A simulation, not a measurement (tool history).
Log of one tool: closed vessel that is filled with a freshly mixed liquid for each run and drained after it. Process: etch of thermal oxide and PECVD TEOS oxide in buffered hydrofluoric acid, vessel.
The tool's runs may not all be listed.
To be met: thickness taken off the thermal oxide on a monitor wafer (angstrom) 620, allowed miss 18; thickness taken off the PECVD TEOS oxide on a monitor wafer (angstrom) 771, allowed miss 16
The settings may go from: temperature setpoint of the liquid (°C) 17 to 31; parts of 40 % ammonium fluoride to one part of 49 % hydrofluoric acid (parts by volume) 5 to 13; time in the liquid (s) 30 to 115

run    day  temperature setpoint of the liquid (°C)  parts of 40 % ammonium fluoride to one part of 49 % hydrofluoric acid (parts by volume)  time in the liquid (s)  thickness taken off the thermal oxide on a monitor wafer (angstrom)  thickness taken off the PECVD TEOS oxide on a monitor wafer (angstrom)
  1      0                                       23                                                                                        8                      60                                                               680.23                                                                  849.36
  2    0.2                                       23                                                                                        9                      60                                                               594.01                                                                  751.82
  3  0.404                                       21                                                                                        9                      60                                                                539.3                                                                  667.53
  4  0.529                                       22                                                                                        9                      60                                                               565.09                                                                  709.71
  5  0.579                                       22                                                                                     10.5                      60                                                               502.21                                                                  630.73
  6  0.962                                       22                                                                                     12.5                      60                                                               425.42                                                                  534.13
  7   1.25                                       24                                                                                     12.5                      60                                                               474.66                                                                  599.24
  8  1.317                                     25.5                                                                                     12.5                      60                                                               525.21                                                                  643.69
  9  1.625                                     26.5                                                                                     12.5                      60                                                               551.09                                                                  681.52
 10  1.738                                       27                                                                                     12.5                      60                                                               563.15                                                                  697.47

4 next moves are on the table. One of them brings every result within its allowed miss. Which?
  A  1.85                                     24.5                                                                                       12                      70                                                                    ?                                                                       ?
  B  1.85                                       24                                                                                       12                      75                                                                    ?                                                                       ?
  C  1.85                                     24.5                                                                                       13                      75                                                                    ?                                                                       ?
  D  1.85                                       24                                                                                       13                      75                                                                    ?                                                                       ?

move  thickness taken off the thermal oxide on a monitor wafer (angstrom)  thickness taken off the PECVD TEOS oxide on a monitor wafer (angstrom)
   A                                                               599.94                                                                  745.38
   B                                                               625.53                                                                  777.16
   C                                                               594.38                                                                  738.47
   D                                                               578.41                                                                  718.62
A: nearer than the last run, and not there yet
B: meets every target
C: nearer than the last run, and not there yet
D: nearer than the last run, and not there yet
Answer: B

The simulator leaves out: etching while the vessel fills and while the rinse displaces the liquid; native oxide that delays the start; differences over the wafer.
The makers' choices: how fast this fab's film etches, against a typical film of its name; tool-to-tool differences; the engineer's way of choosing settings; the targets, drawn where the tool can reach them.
